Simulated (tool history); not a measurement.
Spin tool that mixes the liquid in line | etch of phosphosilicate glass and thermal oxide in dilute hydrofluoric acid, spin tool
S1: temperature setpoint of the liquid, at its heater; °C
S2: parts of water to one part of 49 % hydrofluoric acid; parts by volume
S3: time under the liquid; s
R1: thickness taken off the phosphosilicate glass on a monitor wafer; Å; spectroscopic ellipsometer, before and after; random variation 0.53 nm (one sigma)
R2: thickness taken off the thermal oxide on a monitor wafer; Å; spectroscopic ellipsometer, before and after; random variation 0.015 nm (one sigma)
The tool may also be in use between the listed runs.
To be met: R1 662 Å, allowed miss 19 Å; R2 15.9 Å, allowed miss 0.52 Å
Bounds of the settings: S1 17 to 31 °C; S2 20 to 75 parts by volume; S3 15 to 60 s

run	hour	S1	S2	S3	R1	R2
1	0	23	45	30	1466.2	35.563
2	8.5	26	45	30	1676.9	39.776
3	15.4	26	35	30	2152.4	51.608
4	22.6	26	35	40	2891.7	69.668
5	25.8	23	50	40	1779.1	41.844
6	33.8	21	60	40	1329.7	31.85
7	36.1	20	65	40	1166.2	28.243
8	40.4	19	70	35	900.82	21.298
9	45.5	18.5	70	35	886.71	21.19
10	51.9	18	70	35	875.28	20.806
11	60.1	17.5	70	35	851.16	20.451

4 next moves are on the table. One of them brings every result within its allowed miss. Which?
A	68.3	17.5	70	30	?	?
B	68.3	17	75	30	?	?
C	68.3	19.5	75	25	?	?
D	68.3	25.5	75	20	?	?

move	R1	R2
A	727.35	17.228
B	660.87	15.654
C	612.27	14.502
D	625.99	14.827
A: nearer than the last run, and not there yet
B: meets every target
C: takes the result that was furthest off past its target
D: takes the result that was furthest off past its target
Answer: B
